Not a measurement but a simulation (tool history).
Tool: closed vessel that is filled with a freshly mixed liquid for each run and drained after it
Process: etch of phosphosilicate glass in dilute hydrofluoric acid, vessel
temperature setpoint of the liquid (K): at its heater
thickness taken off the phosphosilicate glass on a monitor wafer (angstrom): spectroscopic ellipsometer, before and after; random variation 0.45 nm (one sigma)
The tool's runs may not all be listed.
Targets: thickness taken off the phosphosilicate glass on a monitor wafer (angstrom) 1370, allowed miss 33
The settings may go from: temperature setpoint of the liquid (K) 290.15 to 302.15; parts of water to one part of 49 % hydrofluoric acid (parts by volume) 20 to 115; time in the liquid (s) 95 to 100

run,hour,temperature setpoint of the liquid (K),parts of water to one part of 49 % hydrofluoric acid (parts by volume),time in the liquid (s),thickness taken off the phosphosilicate glass on a monitor wafer (angstrom)
1,0,294.15,65,95,844.92
2,3.2,296.65,60,95,1014.9
3,4.5,293.65,60,95,899.11
4,11.4,296.15,60,95,1002.1
5,12.4,298.15,60,95,1085.4
6,14.6,299.65,60,95,1149.2
7,18.7,300.65,60,95,1195.6
8,21.6,301.15,60,95,1222.9
9,30.2,301.65,60,95,1241.6

Which of these 4 next moves meets every target?
A,38.8,302.15,55,100,?
B,38.8,300.15,55,95,?
C,38.8,302.15,70,95,?
D,38.8,300.15,55,100,?

move,thickness taken off the phosphosilicate glass on a monitor wafer (angstrom)
A,1457.6
B,1279
C,1064.2
D,1346.3
A: takes the result that was furthest off past its target
B: nearer than the last run, and not there yet
C: further off than the last run
D: meets every target
The right move is D.
